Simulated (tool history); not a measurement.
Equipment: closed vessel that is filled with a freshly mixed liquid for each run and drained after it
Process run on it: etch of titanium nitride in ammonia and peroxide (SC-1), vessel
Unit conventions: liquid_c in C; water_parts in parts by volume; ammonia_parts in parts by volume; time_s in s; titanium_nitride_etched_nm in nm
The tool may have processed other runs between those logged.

{"run": 1, "day": 0.0, "liquid_c": 47, "water_parts": 14, "ammonia_parts": 0.7, "time_s": 105, "titanium_nitride_etched_nm": 7.4576}
{"run": 2, "day": 0.096, "liquid_c": 47, "water_parts": 14, "ammonia_parts": 0.7, "time_s": 110, "titanium_nitride_etched_nm": 7.7248}
{"run": 3, "day": 0.292, "liquid_c": 50, "water_parts": 14, "ammonia_parts": 0.7, "time_s": 110, "titanium_nitride_etched_nm": 9.7229}
{"run": 4, "day": 0.442, "liquid_c": 50, "water_parts": 14, "ammonia_parts": 0.85, "time_s": 110, "titanium_nitride_etched_nm": 10.05}
{"run": 5, "day": 0.746, "liquid_c": 50, "water_parts": 14, "ammonia_parts": 0.65, "time_s": 110, "titanium_nitride_etched_nm": 9.577}
{"day": 0.862, "done": "thermometer replaced"}
{"run": 6, "day": 0.862, "liquid_c": 50, "water_parts": 10, "ammonia_parts": 0.65, "time_s": 110, "titanium_nitride_etched_nm": 12.578}
{"run": 7, "day": 0.996, "liquid_c": 47, "water_parts": 10, "ammonia_parts": 0.65, "time_s": 110, "titanium_nitride_etched_nm": 10.208}
{"run": 8, "day": 1.317, "liquid_c": 44.5, "water_parts": 10, "ammonia_parts": 0.65, "time_s": 110, "titanium_nitride_etched_nm": 8.5333}

For run 9, what comes out?
{"run": 9, "day": 1.358, "liquid_c": 43, "water_parts": 10, "ammonia_parts": 0.65, "time_s": 110, "titanium_nitride_etched_nm": "?"}

titanium_nitride_etched_nm: 7.5973 nm

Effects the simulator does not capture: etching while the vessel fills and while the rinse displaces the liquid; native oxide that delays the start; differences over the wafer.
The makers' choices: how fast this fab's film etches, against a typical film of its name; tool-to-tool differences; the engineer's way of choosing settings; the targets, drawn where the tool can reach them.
